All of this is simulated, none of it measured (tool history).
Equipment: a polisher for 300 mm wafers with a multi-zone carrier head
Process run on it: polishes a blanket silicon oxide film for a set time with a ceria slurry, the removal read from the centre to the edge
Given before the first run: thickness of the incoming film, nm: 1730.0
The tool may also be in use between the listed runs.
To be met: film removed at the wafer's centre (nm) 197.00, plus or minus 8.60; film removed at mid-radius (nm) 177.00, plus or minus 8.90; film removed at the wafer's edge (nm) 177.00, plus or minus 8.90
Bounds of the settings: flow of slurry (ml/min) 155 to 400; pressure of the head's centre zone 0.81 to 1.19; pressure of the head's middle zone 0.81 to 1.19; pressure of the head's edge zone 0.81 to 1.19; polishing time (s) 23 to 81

| run | hour | flow of slurry (ml/min) | pressure of the head's centre zone | pressure of the head's middle zone | pressure of the head's edge zone | polishing time (s) | film removed at the wafer's centre (nm) | film removed at mid-radius (nm) | film removed at the wafer's edge (nm) |
|---|---|---|---|---|---|---|---|---|---|
| 1 | 0.0 | 255 | 1.00 | 1.00 | 1.00 | 52 | 231.99 | 236.81 | 234.25 |
| 2 | 7.3 | 255 | 1.00 | 1.00 | 1.00 | 63 | 280.11 | 279.79 | 280.63 |
| 3 | 15.0 | 300 | 1.00 | 1.00 | 1.00 | 63 | 285.59 | 285.47 | 279.51 |
| 4 | 23.7 | 245 | 1.00 | 1.00 | 1.00 | 63 | 281.79 | 274.56 | 277.71 |
| 5 | 31.5 | 205 | 1.00 | 1.00 | 1.00 | 63 | 270.64 | 271.13 | 274.28 |
| 6 | 36.3 | 210 | 1.01 | 0.99 | 0.98 | 59 | 260.10 | 254.55 | 255.11 |
| 7 | 36.8 | 210 | 1.01 | 0.98 | 0.97 | 56 | 246.49 | 240.53 | 240.74 |
| 8 | 41.4 | 210 | 1.01 | 0.97 | 0.96 | 53 | 232.67 | 222.32 | 225.92 |
| 9 | 49.6 | 215 | 1.01 | 0.96 | 0.94 | 51 | 221.48 | 220.01 | 219.58 |
| 10 | 51.3 | 185 | 1.11 | 0.94 | 0.94 | 38 | 177.79 | 155.10 | 161.82 |
| 11 | 57.8 | 195 | 1.11 | 0.95 | 0.94 | 39 | 187.92 | 158.42 | 161.37 |
| 12 | 63.7 | 200 | 1.10 | 0.95 | 0.94 | 40 | 190.06 | 166.12 | 171.59 |
| 13 | 65.0 | 205 | 1.10 | 0.95 | 0.94 | 40 | 196.94 | 160.94 | 168.82 |

Below are 5 possible settings for the next run. Only one of them brings all results inside the allowed miss of their targets. Which is it?
| A | 66.3 | 290 | 1.18 | 0.83 | 0.90 | 35 | ? | ? | ? |
| B | 66.3 | 190 | 1.15 | 1.04 | 1.07 | 40 | ? | ? | ? |
| C | 66.3 | 280 | 1.14 | 1.16 | 0.94 | 36 | ? | ? | ? |
| D | 66.3 | 265 | 1.11 | 1.14 | 0.88 | 37 | ? | ? | ? |
| E | 66.3 | 175 | 0.97 | 1.03 | 0.97 | 44 | ? | ? | ? |

| move | film removed at the wafer's centre (nm) | film removed at mid-radius (nm) | film removed at the wafer's edge (nm) |
|---|---|---|---|
| A | 188.39 | 139.22 | 150.67 |
| B | 196.75 | 178.91 | 177.33 |
| C | 186.77 | 185.92 | 156.75 |
| D | 185.54 | 187.24 | 155.97 |
| E | 179.18 | 192.50 | 184.60 |
A: moves away from the targets compared with the last run
B: each result inside its tolerance
C: carries the result that was furthest off beyond its target, to the other side
D: carries the result that was furthest off beyond its target, to the other side
E: carries the result that was furthest off beyond its target, to the other side
So the answer is move B, the one that meets all the targets.
